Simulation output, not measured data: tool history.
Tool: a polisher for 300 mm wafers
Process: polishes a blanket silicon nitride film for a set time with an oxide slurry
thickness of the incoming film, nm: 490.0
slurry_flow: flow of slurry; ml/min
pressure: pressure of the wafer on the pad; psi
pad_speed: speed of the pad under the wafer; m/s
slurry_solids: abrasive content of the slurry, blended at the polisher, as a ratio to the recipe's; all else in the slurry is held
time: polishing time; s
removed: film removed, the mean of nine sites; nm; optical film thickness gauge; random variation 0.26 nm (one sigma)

run 1 hour=0.0 | slurry_flow=155 pressure=4.5 pad_speed=1.42 slurry_solids=1.00 time=38 | removed=32.999
run 2 hour=5.4 | slurry_flow=155 pressure=3.7 pad_speed=1.40 slurry_solids=1.00 time=38 | removed=29.711
run 3 hour=7.4 | slurry_flow=155 pressure=3.7 pad_speed=1.40 slurry_solids=1.15 time=38 | removed=31.544
run 4 hour=8.5 | slurry_flow=190 pressure=3.7 pad_speed=1.40 slurry_solids=1.15 time=38 | removed=32.268
run 5 hour=15.3 | slurry_flow=190 pressure=3.7 pad_speed=1.40 slurry_solids=1.15 time=38 | removed=32.932
run 6 hour=22.6 | slurry_flow=190 pressure=3.7 pad_speed=1.40 slurry_solids=1.35 time=38 | removed=35.032
run 7 hour=29.2 | slurry_flow=185 pressure=3.1 pad_speed=1.24 slurry_solids=1.35 time=38 | removed=29.650
run 8 hour=36.5 | slurry_flow=185 pressure=2.7 pad_speed=1.08 slurry_solids=1.35 time=38 | removed=24.915
run 9 hour=41.8 | slurry_flow=185 pressure=2.5 pad_speed=1.00 slurry_solids=1.35 time=38 | removed=22.747

Run 10 comes next. What will it give?
run 10 hour=47.7 | slurry_flow=185 pressure=2.3 pad_speed=0.96 slurry_solids=1.35 time=38 | removed=?

{"run 10": {"removed": 20.968}}
